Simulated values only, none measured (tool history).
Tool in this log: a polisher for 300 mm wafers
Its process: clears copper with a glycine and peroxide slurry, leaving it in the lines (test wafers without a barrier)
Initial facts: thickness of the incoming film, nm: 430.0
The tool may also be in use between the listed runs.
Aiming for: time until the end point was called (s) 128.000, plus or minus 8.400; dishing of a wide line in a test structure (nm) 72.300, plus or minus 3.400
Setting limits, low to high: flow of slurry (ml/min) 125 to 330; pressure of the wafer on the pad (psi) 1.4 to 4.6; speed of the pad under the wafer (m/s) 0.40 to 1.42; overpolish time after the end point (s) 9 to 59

run,day,flow of slurry (ml/min),pressure of the wafer on the pad (psi),speed of the pad under the wafer (m/s),overpolish time after the end point (s),time until the end point was called (s),dishing of a wide line in a test structure (nm)
1,0.000,210,3.0,0.90,30,85.979,69.816
2,0.200,210,2.8,0.88,33,88.905,69.837
3,0.550,210,2.6,0.84,37,102.010,71.475
4,0.725,210,2.5,0.84,38,104.520,73.399
5,0.988,210,2.4,0.84,39,105.860,70.485
6,1.146,210,2.4,0.66,39,126.270,66.369
7,1.196,210,2.4,0.66,40,127.260,67.706
8,1.454,210,2.4,0.66,41,128.590,67.502

4 next moves are on the table. One of them brings every result within its allowed miss. Which?
A,1.712,225,2.4,0.68,35,?,?
B,1.712,220,2.7,0.58,46,?,?
C,1.712,240,2.3,0.60,40,?,?
D,1.712,200,2.6,0.66,35,?,?

move,time until the end point was called (s),dishing of a wide line in a test structure (nm)
A,125.000,64.019
B,129.950,74.274
C,139.760,65.534
D,122.570,65.026
A: further off than the last run
B: each result inside its tolerance
C: further off than the last run
D: further off than the last run
B is the move that brings every result within its allowed miss.
